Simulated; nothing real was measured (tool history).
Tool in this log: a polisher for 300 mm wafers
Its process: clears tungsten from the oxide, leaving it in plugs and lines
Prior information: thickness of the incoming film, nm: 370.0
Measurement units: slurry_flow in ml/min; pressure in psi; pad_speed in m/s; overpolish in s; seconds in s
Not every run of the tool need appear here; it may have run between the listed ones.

run	hour	slurry_flow	pressure	pad_speed	slurry_solids	overpolish	seconds
1	0	290	2.8	1	1	32	93.446
2	6.1	290	2.8	1.16	1	32	81.492
3	11.5	290	2.8	1.16	1	32	83.372
4	12.2	345	2.8	1.16	1	32	79.58
5	13.3	385	2.8	1.16	1	32	79.134
6	20.9	385	2.8	0.9	1	32	100.97
7	22.3	385	2.9	0.9	1	32	97.492
8	30.1	385	3	0.9	1	32	93.791
9	30.9	385	3.1	0.9	1	32	91.785

Expected results for the next run?
10	39.2	385	3.2	0.9	1	32	?

{"run 10": {"seconds": 86.882}}
